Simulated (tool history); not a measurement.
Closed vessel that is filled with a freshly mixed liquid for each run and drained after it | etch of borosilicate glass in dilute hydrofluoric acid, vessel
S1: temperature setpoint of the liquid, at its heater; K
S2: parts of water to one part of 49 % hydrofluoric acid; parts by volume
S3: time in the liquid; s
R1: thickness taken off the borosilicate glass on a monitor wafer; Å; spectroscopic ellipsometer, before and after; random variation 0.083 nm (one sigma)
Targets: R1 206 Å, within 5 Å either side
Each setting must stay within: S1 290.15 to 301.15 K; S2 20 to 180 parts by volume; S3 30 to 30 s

Run 1, hour 0: S1 293.15 K, S2 100 parts by volume, S3 30 s. Result: R1 131.47 Å.
Run 2, hour 8.2: S1 290.15 K, S2 100 parts by volume, S3 30 s. Result: R1 116.09 Å.
Run 3, hour 10.9: S1 292.15 K, S2 100 parts by volume, S3 30 s. Result: R1 126.32 Å.
Run 4, hour 16.2: S1 293.65 K, S2 100 parts by volume, S3 30 s. Result: R1 135.11 Å.
Run 5, hour 18.1: S1 293.65 K, S2 115 parts by volume, S3 30 s. Result: R1 115.6 Å.
Run 6, hour 22.7: S1 290.65 K, S2 115 parts by volume, S3 30 s. Result: R1 102.39 Å.
Run 7, hour 24.7: S1 292.65 K, S2 110 parts by volume, S3 30 s. Result: R1 115.76 Å.
Run 8, hour 33.1: S1 294.15 K, S2 105 parts by volume, S3 30 s. Result: R1 129.93 Å.
Run 9, hour 37.2: S1 295.15 K, S2 100 parts by volume, S3 30 s. Result: R1 143.2 Å.
Run 10, hour 46.5: S1 296.15 K, S2 100 parts by volume, S3 30 s. Result: R1 149.09 Å.
Run 11, hour 54.8: S1 297.15 K, S2 100 parts by volume, S3 30 s. Result: R1 155.97 Å.
Run 12, hour 58.5: S1 297.65 K, S2 100 parts by volume, S3 30 s. Result: R1 157.45 Å.
Run 13, hour 64.2: S1 298.15 K, S2 100 parts by volume, S3 30 s. Result: R1 161.2 Å.
Run 14, hour 71.8: S1 298.65 K, S2 100 parts by volume, S3 30 s. Result: R1 164.54 Å.
Run 15, hour 77.2: S1 299.15 K, S2 100 parts by volume, S3 30 s. Result: R1 167.03 Å.
At hour 78.2: hydrofluoric acid flow meter replaced.
Run 16, hour 78.2: S1 299.65 K, S2 100 parts by volume, S3 30 s. Result: R1 159.75 Å.
Run 17, hour 81.8: S1 299.65 K, S2 95 parts by volume, S3 30 s. Result: R1 169.49 Å.
Run 18, hour 88.4: S1 299.65 K, S2 90 parts by volume, S3 30 s. Result: R1 179.12 Å.
Run 19, hour 94.5: S1 300.65 K, S2 85 parts by volume, S3 30 s. Result: R1 198.72 Å.

4 next moves are on the table. One of them brings every result within its allowed miss. Which?
Run A, hour 100.6: S1 301.15 K, S2 90 parts by volume, S3 30 s. Result: R1 ?.
Run B, hour 100.6: S1 299.65 K, S2 75 parts by volume, S3 30 s. Result: R1 ?.
Run C, hour 100.6: S1 298.15 K, S2 75 parts by volume, S3 30 s. Result: R1 ?.
Run D, hour 100.6: S1 301.15 K, S2 80 parts by volume, S3 30 s. Result: R1 ?.

move      R1
   A  190.14
   B  219.65
   C  206.93
   D  216.89
A: further off than the last run
B: moves the result that the last run missed by most past its target, out the other side
C: every result lands within tolerance
D: moves the result that the last run missed by most past its target, out the other side
C is the move that brings every result within its allowed miss.

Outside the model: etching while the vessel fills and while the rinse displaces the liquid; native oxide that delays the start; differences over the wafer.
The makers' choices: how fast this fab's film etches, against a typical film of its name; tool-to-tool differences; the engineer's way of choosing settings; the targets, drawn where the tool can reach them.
